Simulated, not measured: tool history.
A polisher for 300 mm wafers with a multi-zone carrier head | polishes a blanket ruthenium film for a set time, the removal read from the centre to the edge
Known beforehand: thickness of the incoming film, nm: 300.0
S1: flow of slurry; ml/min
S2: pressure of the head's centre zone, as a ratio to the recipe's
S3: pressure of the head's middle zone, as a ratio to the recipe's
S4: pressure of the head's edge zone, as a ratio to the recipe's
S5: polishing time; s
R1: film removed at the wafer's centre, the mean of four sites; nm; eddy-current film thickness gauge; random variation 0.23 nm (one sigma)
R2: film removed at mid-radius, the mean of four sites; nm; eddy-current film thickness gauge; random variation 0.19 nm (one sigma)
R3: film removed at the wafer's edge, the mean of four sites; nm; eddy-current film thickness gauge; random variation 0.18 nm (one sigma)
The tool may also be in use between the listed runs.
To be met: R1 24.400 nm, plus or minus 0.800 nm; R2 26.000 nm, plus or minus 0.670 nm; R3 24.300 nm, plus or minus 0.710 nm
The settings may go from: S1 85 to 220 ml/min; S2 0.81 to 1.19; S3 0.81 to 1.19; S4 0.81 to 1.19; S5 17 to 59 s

Run 1, day 0.000: S1 140 ml/min, S2 1.00, S3 1.00, S4 1.00, S5 38 s. Result: R1 33.489 nm, R2 33.740 nm, R3 33.957 nm.
Run 2, day 0.050: S1 140 ml/min, S2 1.00, S3 1.00, S4 1.08, S5 38 s. Result: R1 33.987 nm, R2 33.520 nm, R3 34.821 nm.
Run 3, day 0.408: S1 140 ml/min, S2 1.00, S3 0.93, S4 1.08, S5 38 s. Result: R1 34.259 nm, R2 31.870 nm, R3 34.804 nm.
Run 4, day 0.758: S1 140 ml/min, S2 1.00, S3 0.93, S4 1.08, S5 30 s. Result: R1 26.966 nm, R2 24.809 nm, R3 27.671 nm.
Run 5, day 0.808: S1 150 ml/min, S2 1.00, S3 0.93, S4 1.08, S5 30 s. Result: R1 27.582 nm, R2 25.235 nm, R3 27.818 nm.
Run 6, day 1.171: S1 150 ml/min, S2 1.00, S3 0.93, S4 1.14, S5 30 s. Result: R1 27.442 nm, R2 25.369 nm, R3 28.304 nm.
Run 7, day 1.388: S1 150 ml/min, S2 1.00, S3 0.95, S4 1.12, S5 30 s. Result: R1 27.609 nm, R2 25.627 nm, R3 28.185 nm.
Run 8, day 1.421: S1 150 ml/min, S2 1.00, S3 0.95, S4 1.12, S5 30 s. Result: R1 27.503 nm, R2 25.805 nm, R3 27.699 nm.
Run 9, day 1.596: S1 150 ml/min, S2 1.00, S3 0.96, S4 1.12, S5 30 s. Result: R1 27.212 nm, R2 26.056 nm, R3 28.257 nm.
Run 10, day 1.775: S1 110 ml/min, S2 0.96, S3 1.04, S4 1.02, S5 29 s. Result: R1 23.183 nm, R2 24.863 nm, R3 25.207 nm.
Run 11, day 1.988: S1 110 ml/min, S2 0.96, S3 1.04, S4 1.01, S5 29 s. Result: R1 23.226 nm, R2 25.556 nm, R3 25.229 nm.
Run 12, day 2.367: S1 110 ml/min, S2 0.97, S3 1.04, S4 1.00, S5 29 s. Result: R1 23.376 nm, R2 25.288 nm, R3 24.880 nm.
Run 13, day 2.738: S1 110 ml/min, S2 0.97, S3 1.04, S4 0.99, S5 29 s. Result: R1 23.811 nm, R2 25.070 nm, R3 24.665 nm.

Next run, 5 choices. One meets every target within its allowed miss, the rest don't. Which?
Run A, day 3.108: S1 95 ml/min, S2 0.92, S3 1.10, S4 0.95, S5 31 s. Result: R1 ?, R2 ?, R3 ?.
Run B, day 3.108: S1 95 ml/min, S2 1.07, S3 1.17, S4 1.08, S5 28 s. Result: R1 ?, R2 ?, R3 ?.
Run C, day 3.108: S1 125 ml/min, S2 0.89, S3 1.10, S4 1.09, S5 29 s. Result: R1 ?, R2 ?, R3 ?.
Run D, day 3.108: S1 115 ml/min, S2 0.93, S3 1.12, S4 1.02, S5 28 s. Result: R1 ?, R2 ?, R3 ?.
Run E, day 3.108: S1 130 ml/min, S2 0.88, S3 1.04, S4 0.88, S5 29 s. Result: R1 ?, R2 ?, R3 ?.

move      R1      R2      R3
   A  22.828  26.775  25.600
   B  24.021  25.478  24.192
   C  22.341  26.827  26.382
   D  22.066  25.804  24.520
   E  22.293  25.799  24.632
A: takes the result that was furthest off past its target
B: hits every target within its allowed miss
C: takes the result that was furthest off past its target
D: the furthest-off result lands on target, but another misses its tolerance
E: the furthest-off result lands on target, but another misses its tolerance
Correct choice: B, which meets every target

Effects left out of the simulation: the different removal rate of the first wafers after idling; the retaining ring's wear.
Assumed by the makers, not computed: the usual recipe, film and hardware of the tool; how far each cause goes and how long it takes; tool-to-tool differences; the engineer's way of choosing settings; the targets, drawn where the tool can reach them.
